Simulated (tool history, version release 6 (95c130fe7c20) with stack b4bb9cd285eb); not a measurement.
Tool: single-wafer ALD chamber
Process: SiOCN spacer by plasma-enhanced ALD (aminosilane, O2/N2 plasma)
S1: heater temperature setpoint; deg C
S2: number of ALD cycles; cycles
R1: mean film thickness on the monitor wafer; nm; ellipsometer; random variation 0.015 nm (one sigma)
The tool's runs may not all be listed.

Run 1, hour 0: S1 400 deg C, S2 115 cycles. Result: R1 6.9241 nm.
Run 2, hour 8.3: S1 400 deg C, S2 103 cycles. Result: R1 6.1818 nm.
Run 3, hour 12.8: S1 400 deg C, S2 89 cycles. Result: R1 5.3458 nm.
Run 4, hour 17.8: S1 400 deg C, S2 91 cycles. Result: R1 5.4886 nm.
Run 5, hour 23.8: S1 400 deg C, S2 107 cycles. Result: R1 6.4306 nm.
Run 6, hour 27.1: S1 400 deg C, S2 103 cycles. Result: R1 6.2039 nm.

Run 7 comes next. What will it give?
At hour 34.5: thermocouple changed; heater temperature recalibrated.
Run 7, hour 34.5: S1 400 deg C, S2 103 cycles. Result: R1 ?.

{"run 7": {"R1": 6.2574}}
